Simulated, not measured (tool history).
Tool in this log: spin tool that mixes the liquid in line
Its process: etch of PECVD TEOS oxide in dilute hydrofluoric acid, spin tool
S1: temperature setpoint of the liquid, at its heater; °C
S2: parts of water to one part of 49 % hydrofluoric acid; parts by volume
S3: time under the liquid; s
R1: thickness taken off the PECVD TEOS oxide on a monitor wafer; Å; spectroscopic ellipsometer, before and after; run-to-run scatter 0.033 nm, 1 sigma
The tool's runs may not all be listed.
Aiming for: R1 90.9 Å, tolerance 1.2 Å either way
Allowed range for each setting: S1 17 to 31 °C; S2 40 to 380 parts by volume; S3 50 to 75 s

run  hour    S1   S2  S3      R1
  1     0    23  210  75  75.184
  2   3.6  24.5  210  75  79.444
  3   8.6  25.5  210  75  82.499
  4    17  26.5  210  75  85.767
  5  22.9  26.5  260  75  65.832
  6  24.4  26.5  260  75  65.371
  7  27.1    28  250  75  72.564
  8  28.3    29  240  75  79.376

Consider the 4 candidate settings below. Which is the only one whose results all fall within their allowed miss of target?
  A  29.5  26.5  190  50   ?
  B  29.5    28  205  75   ?
  C  29.5  28.5  220  75   ?
  D  29.5  25.5  195  75   ?

move      R1
   A  64.277
   B  92.652
   C  86.335
   D  90.078
A: moves away from the targets compared with the last run
B: carries the result that was furthest off beyond its target, to the other side
C: nearer the targets than the last run, but a result is still out of spec
D: hits every target within its allowed miss
Answer: D
